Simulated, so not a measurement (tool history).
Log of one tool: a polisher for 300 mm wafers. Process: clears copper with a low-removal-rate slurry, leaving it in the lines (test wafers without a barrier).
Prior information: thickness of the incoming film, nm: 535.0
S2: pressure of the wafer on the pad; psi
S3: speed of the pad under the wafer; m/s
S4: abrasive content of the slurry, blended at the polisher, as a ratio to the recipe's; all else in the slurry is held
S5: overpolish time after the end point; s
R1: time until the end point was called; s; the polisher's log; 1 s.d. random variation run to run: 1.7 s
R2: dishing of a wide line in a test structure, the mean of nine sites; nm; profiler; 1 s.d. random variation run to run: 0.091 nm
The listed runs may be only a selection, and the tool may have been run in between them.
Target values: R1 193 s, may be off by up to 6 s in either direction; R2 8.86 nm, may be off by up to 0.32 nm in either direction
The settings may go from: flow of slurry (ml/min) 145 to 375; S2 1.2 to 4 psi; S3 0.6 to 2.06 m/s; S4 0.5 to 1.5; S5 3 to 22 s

{"run": 1, "day": 0.0, "flow of slurry (ml/min)": 240, "S2": 2.6, "S3": 1.32, "S4": 1, "S5": 11, "R1": 134.62, "R2": 29.334}
{"run": 2, "day": 0.088, "flow of slurry (ml/min)": 240, "S2": 2.6, "S3": 1.32, "S4": 0.8, "S5": 11, "R1": 140.33, "R2": 28.478}
{"run": 3, "day": 0.225, "flow of slurry (ml/min)": 240, "S2": 2.6, "S3": 1.08, "S4": 0.8, "S5": 11, "R1": 168.58, "R2": 24.694}
{"run": 4, "day": 0.308, "flow of slurry (ml/min)": 220, "S2": 2.2, "S3": 1.14, "S4": 1, "S5": 9, "R1": 181.51, "R2": 20.123}
{"run": 5, "day": 0.425, "flow of slurry (ml/min)": 220, "S2": 2.2, "S3": 1.38, "S4": 1, "S5": 9, "R1": 148.23, "R2": 23.377}
{"run": 6, "day": 0.754, "flow of slurry (ml/min)": 220, "S2": 2.2, "S3": 1.38, "S4": 1, "S5": 6, "R1": 149.35, "R2": 16.728}
{"run": 7, "day": 0.8, "flow of slurry (ml/min)": 260, "S2": 2.1, "S3": 1.36, "S4": 0.85, "S5": 5, "R1": 157.42, "R2": 13.199}
{"run": 8, "day": 1.096, "flow of slurry (ml/min)": 285, "S2": 1.9, "S3": 1.36, "S4": 0.85, "S5": 5, "R1": 166.22, "R2": 12.376}
{"run": 9, "day": 1.4, "flow of slurry (ml/min)": 355, "S2": 1.2, "S3": 1.4, "S4": 0.85, "S5": 3, "R1": 207.37, "R2": 6.11}
{"run": 10, "day": 1.512, "flow of slurry (ml/min)": 330, "S2": 1.3, "S3": 1.4, "S4": 0.85, "S5": 3, "R1": 205.48, "R2": 6.2966}
{"run": 11, "day": 1.679, "flow of slurry (ml/min)": 305, "S2": 1.4, "S3": 1.4, "S4": 0.85, "S5": 3, "R1": 193.84, "R2": 6.6972}
{"run": 12, "day": 2.054, "flow of slurry (ml/min)": 305, "S2": 1.4, "S3": 1.38, "S4": 0.9, "S5": 3, "R1": 198.71, "R2": 6.5314}
{"run": 13, "day": 2.108, "flow of slurry (ml/min)": 305, "S2": 1.4, "S3": 1.38, "S4": 0.9, "S5": 3, "R1": 196.57, "R2": 6.5126}
{"run": 14, "day": 2.421, "flow of slurry (ml/min)": 300, "S2": 1.5, "S3": 1.36, "S4": 0.85, "S5": 3, "R1": 192.47, "R2": 6.7666}
{"run": 15, "day": 2.512, "flow of slurry (ml/min)": 260, "S2": 1.6, "S3": 1.34, "S4": 0.7, "S5": 7, "R1": 194.84, "R2": 14.719}
{"run": 16, "day": 2.867, "flow of slurry (ml/min)": 260, "S2": 1.6, "S3": 1.34, "S4": 0.7, "S5": 7, "R1": 194.29, "R2": 14.585}
{"run": 17, "day": 2.917, "flow of slurry (ml/min)": 290, "S2": 1.6, "S3": 1.34, "S4": 0.75, "S5": 7, "R1": 193.26, "R2": 14.968}
{"run": 18, "day": 3.012, "flow of slurry (ml/min)": 300, "S2": 1.6, "S3": 1.32, "S4": 0.9, "S5": 7, "R1": 188.02, "R2": 14.887}
{"run": 19, "day": 3.138, "flow of slurry (ml/min)": 300, "S2": 1.7, "S3": 1.28, "S4": 0.85, "S5": 6, "R1": 191.48, "R2": 13.171}

Consider the 5 candidate settings below. Which is the only one whose results all fall within their allowed miss of target?
{"run": "A", "day": 3.262, "flow of slurry (ml/min)": 280, "S2": 2, "S3": 1.16, "S4": 0.85, "S5": 9, "R1": "?", "R2": "?"}
{"run": "B", "day": 3.262, "flow of slurry (ml/min)": 285, "S2": 1.8, "S3": 1.32, "S4": 0.85, "S5": 4, "R1": "?", "R2": "?"}
{"run": "C", "day": 3.262, "flow of slurry (ml/min)": 370, "S2": 2.3, "S3": 1.14, "S4": 0.65, "S5": 4, "R1": "?", "R2": "?"}
{"run": "D", "day": 3.262, "flow of slurry (ml/min)": 355, "S2": 1.4, "S3": 1.5, "S4": 1, "S5": 4, "R1": "?", "R2": "?"}
{"run": "E", "day": 3.262, "flow of slurry (ml/min)": 305, "S2": 1.8, "S3": 1.22, "S4": 0.8, "S5": 4, "R1": "?", "R2": "?"}

move=A R1=189.5 R2=18.844
move=B R1=179.32 R2=9.4969
move=C R1=176.2 R2=9.6752
move=D R1=178.34 R2=9.5237
move=E R1=193.82 R2=8.8294
A: moves away from the targets compared with the last run
B: nearer the targets than the last run, but a result is still out of spec
C: nearer the targets than the last run, but a result is still out of spec
D: nearer the targets than the last run, but a result is still out of spec
E: every result lands within tolerance
Answer: E
